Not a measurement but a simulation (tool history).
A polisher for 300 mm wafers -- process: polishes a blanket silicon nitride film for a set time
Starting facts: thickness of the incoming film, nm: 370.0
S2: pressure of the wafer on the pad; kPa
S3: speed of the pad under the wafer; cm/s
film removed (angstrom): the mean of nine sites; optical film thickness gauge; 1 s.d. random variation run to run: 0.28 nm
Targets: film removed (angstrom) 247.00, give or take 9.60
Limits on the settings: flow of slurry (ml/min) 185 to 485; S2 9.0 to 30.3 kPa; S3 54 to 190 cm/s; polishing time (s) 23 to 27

{"run": 1, "day": 0.0, "flow of slurry (ml/min)": 310, "S2": 19.3, "S3": 122, "polishing time (s)": 27, "film removed (angstrom)": 464.58}
{"run": 2, "day": 0.196, "flow of slurry (ml/min)": 310, "S2": 19.3, "S3": 122, "polishing time (s)": 27, "film removed (angstrom)": 466.26}
{"run": 3, "day": 0.558, "flow of slurry (ml/min)": 310, "S2": 19.3, "S3": 122, "polishing time (s)": 27, "film removed (angstrom)": 454.92}
{"run": 4, "day": 0.917, "flow of slurry (ml/min)": 250, "S2": 19.3, "S3": 122, "polishing time (s)": 27, "film removed (angstrom)": 452.99}
{"run": 5, "day": 1.104, "flow of slurry (ml/min)": 250, "S2": 19.3, "S3": 122, "polishing time (s)": 23, "film removed (angstrom)": 380.91}
{"run": 6, "day": 1.346, "flow of slurry (ml/min)": 250, "S2": 22.8, "S3": 122, "polishing time (s)": 23, "film removed (angstrom)": 444.34}
{"run": 7, "day": 1.662, "flow of slurry (ml/min)": 245, "S2": 20.7, "S3": 120, "polishing time (s)": 23, "film removed (angstrom)": 399.53}
{"run": 8, "day": 1.804, "flow of slurry (ml/min)": 240, "S2": 18.6, "S3": 120, "polishing time (s)": 23, "film removed (angstrom)": 365.03}
{"run": 9, "day": 2.138, "flow of slurry (ml/min)": 235, "S2": 17.2, "S3": 120, "polishing time (s)": 23, "film removed (angstrom)": 345.78}

Consider the 5 candidate settings below. Which is the only one whose results all fall within their allowed miss of target?
{"run": "A", "day": 2.471, "flow of slurry (ml/min)": 185, "S2": 17.9, "S3": 80, "polishing time (s)": 23, "film removed (angstrom)": "?"}
{"run": "B", "day": 2.471, "flow of slurry (ml/min)": 200, "S2": 22.1, "S3": 130, "polishing time (s)": 27, "film removed (angstrom)": "?"}
{"run": "C", "day": 2.471, "flow of slurry (ml/min)": 350, "S2": 13.8, "S3": 126, "polishing time (s)": 24, "film removed (angstrom)": "?"}
{"run": "D", "day": 2.471, "flow of slurry (ml/min)": 220, "S2": 14.5, "S3": 106, "polishing time (s)": 24, "film removed (angstrom)": "?"}
{"run": "E", "day": 2.471, "flow of slurry (ml/min)": 190, "S2": 11.7, "S3": 128, "polishing time (s)": 26, "film removed (angstrom)": "?"}

move=A film_removed_(angstrom)=250.94
move=B film_removed_(angstrom)=520.07
move=C film_removed_(angstrom)=315.63
move=D film_removed_(angstrom)=274.51
move=E film_removed_(angstrom)=278.65
A: every result lands within tolerance
B: further off than the last run
C: an improvement on the last run, though not all results are within tolerance
D: an improvement on the last run, though not all results are within tolerance
E: an improvement on the last run, though not all results are within tolerance
Answer: A
